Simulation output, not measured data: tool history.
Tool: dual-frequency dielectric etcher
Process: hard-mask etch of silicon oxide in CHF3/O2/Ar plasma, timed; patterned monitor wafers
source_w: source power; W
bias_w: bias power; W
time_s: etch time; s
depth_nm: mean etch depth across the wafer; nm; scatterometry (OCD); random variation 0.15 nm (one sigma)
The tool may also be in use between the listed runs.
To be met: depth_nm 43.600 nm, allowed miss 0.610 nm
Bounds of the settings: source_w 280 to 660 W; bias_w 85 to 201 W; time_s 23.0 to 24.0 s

run	hour	source_w	bias_w	time_s	depth_nm
1	0.0	470	143	23.0	39.413
2	6.6	390	143	23.0	35.158
3	10.4	390	123	23.0	33.809
4	12.9	390	139	23.0	35.053
5	16.1	320	139	23.0	30.109
6	21.0	350	140	23.0	32.574
7	28.2	450	143	23.0	38.715
8	30.5	460	143	23.0	39.286
9	35.0	470	143	23.0	39.580
10	37.3	570	147	23.0	44.469

Which of these 5 next moves meets every target?
A	39.6	580	146	23.5	?
B	39.6	580	143	23.5	?
C	39.6	560	139	23.0	?
D	39.6	660	105	23.5	?
E	39.6	630	128	23.0	?

move	depth_nm
A	46.016
B	45.740
C	43.558
D	45.048
E	45.353
A: further off than the last run
B: further off than the last run
C: meets every target
D: further off than the last run
E: further off than the last run
Answer: C
